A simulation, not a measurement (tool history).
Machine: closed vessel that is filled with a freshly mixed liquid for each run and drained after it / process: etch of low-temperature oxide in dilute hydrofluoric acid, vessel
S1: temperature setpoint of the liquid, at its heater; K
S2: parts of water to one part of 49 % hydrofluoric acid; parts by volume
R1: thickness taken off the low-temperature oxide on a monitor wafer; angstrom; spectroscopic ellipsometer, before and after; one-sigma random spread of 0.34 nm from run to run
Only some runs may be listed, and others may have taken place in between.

run 1 hour=0.0 | S1=294.15 S2=110 time_in_the_liquid_(s)=305 | R1=603.59
run 2 hour=1.1 | S1=294.15 S2=145 time_in_the_liquid_(s)=305 | R1=450.06
run 3 hour=5.7 | S1=293.15 S2=150 time_in_the_liquid_(s)=305 | R1=407.80
run 4 hour=13.1 | S1=293.15 S2=120 time_in_the_liquid_(s)=305 | R1=535.98
-- hour=14.3 hydrofluoric acid flow meter replaced
run 5 hour=14.3 | S1=293.15 S2=120 time_in_the_liquid_(s)=330 | R1=501.09
run 6 hour=21.3 | S1=293.15 S2=90 time_in_the_liquid_(s)=330 | R1=702.50

Forecast run 7:
run 7 hour=30.0 | S1=292.15 S2=110 time_in_the_liquid_(s)=330 | R1=?

For run 7 the tool returned R1 529.88 angstrom.
